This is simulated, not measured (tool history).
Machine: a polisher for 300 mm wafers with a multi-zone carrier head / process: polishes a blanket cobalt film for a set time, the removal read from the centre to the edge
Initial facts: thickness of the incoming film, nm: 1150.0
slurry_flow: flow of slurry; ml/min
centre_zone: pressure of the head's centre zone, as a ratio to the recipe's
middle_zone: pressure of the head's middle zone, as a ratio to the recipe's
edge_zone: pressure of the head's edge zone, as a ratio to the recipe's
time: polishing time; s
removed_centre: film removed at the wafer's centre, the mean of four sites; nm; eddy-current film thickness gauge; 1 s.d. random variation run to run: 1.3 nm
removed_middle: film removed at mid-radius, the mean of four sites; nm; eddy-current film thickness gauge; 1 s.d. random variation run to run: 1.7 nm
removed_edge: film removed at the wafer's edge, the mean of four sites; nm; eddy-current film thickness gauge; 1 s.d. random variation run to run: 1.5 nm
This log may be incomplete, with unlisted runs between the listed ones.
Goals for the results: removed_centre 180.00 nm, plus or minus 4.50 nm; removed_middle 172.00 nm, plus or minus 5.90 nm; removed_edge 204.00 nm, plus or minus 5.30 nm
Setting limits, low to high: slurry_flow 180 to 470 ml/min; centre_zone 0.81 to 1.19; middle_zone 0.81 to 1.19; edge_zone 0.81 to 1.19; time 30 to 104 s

run 1 hour=0.0 | slurry_flow=300 centre_zone=1.00 middle_zone=1.00 edge_zone=1.00 time=67 | removed_centre=239.13 removed_middle=234.58 removed_edge=236.83
run 2 hour=7.1 | slurry_flow=285 centre_zone=0.97 middle_zone=0.95 edge_zone=0.99 time=65 | removed_centre=225.64 removed_middle=224.88 removed_edge=230.29
run 3 hour=11.6 | slurry_flow=285 centre_zone=0.97 middle_zone=0.89 edge_zone=0.99 time=65 | removed_centre=224.82 removed_middle=212.51 removed_edge=228.55
run 4 hour=16.9 | slurry_flow=285 centre_zone=0.97 middle_zone=0.89 edge_zone=0.96 time=65 | removed_centre=221.41 removed_middle=210.15 removed_edge=226.94
run 5 hour=23.5 | slurry_flow=290 centre_zone=0.95 middle_zone=0.87 edge_zone=0.99 time=62 | removed_centre=208.04 removed_middle=196.55 removed_edge=218.87
run 6 hour=28.3 | slurry_flow=295 centre_zone=0.94 middle_zone=0.86 edge_zone=1.00 time=61 | removed_centre=200.86 removed_middle=195.13 removed_edge=216.63
run 7 hour=33.2 | slurry_flow=290 centre_zone=0.94 middle_zone=0.85 edge_zone=1.02 time=60 | removed_centre=202.52 removed_middle=189.49 removed_edge=216.26
run 8 hour=42.2 | slurry_flow=290 centre_zone=0.94 middle_zone=0.85 edge_zone=1.02 time=60 | removed_centre=199.86 removed_middle=188.11 removed_edge=215.17
run 9 hour=47.8 | slurry_flow=290 centre_zone=0.94 middle_zone=0.85 edge_zone=1.02 time=60 | removed_centre=202.63 removed_middle=187.73 removed_edge=216.11
run 10 hour=49.1 | slurry_flow=285 centre_zone=0.93 middle_zone=0.84 edge_zone=1.02 time=59 | removed_centre=193.83 removed_middle=181.74 removed_edge=208.64
run 11 hour=55.6 | slurry_flow=215 centre_zone=0.89 middle_zone=0.81 edge_zone=1.04 time=59 | removed_centre=181.39 removed_middle=177.19 removed_edge=211.66

5 next moves are on the table. One of them brings every result within its allowed miss. Which?
run A hour=62.1 | slurry_flow=205 centre_zone=0.94 middle_zone=0.81 edge_zone=1.12 time=55 | removed_centre=? removed_middle=? removed_edge=?
run B hour=62.1 | slurry_flow=245 centre_zone=0.85 middle_zone=0.81 edge_zone=1.18 time=60 | removed_centre=? removed_middle=? removed_edge=?
run C hour=62.1 | slurry_flow=210 centre_zone=0.93 middle_zone=0.85 edge_zone=1.10 time=56 | removed_centre=? removed_middle=? removed_edge=?
run D hour=62.1 | slurry_flow=205 centre_zone=1.00 middle_zone=0.89 edge_zone=1.05 time=55 | removed_centre=? removed_middle=? removed_edge=?
run E hour=62.1 | slurry_flow=205 centre_zone=0.86 middle_zone=0.82 edge_zone=1.06 time=63 | removed_centre=? removed_middle=? removed_edge=?

move=A removed_centre=179.39 removed_middle=162.63 removed_edge=203.84
move=B removed_centre=179.73 removed_middle=180.12 removed_edge=230.57
move=C removed_centre=181.15 removed_middle=171.76 removed_edge=206.00
move=D removed_centre=191.03 removed_middle=173.99 removed_edge=197.58
move=E removed_centre=187.86 removed_middle=188.02 removed_edge=227.50
A: puts the biggest miss on target and leaves a different result outside tolerance
B: further off than the last run
C: all results land within tolerance of their targets
D: takes the biggest miss from the last run beyond its target
E: further off than the last run
Go with C: it meets all targets.

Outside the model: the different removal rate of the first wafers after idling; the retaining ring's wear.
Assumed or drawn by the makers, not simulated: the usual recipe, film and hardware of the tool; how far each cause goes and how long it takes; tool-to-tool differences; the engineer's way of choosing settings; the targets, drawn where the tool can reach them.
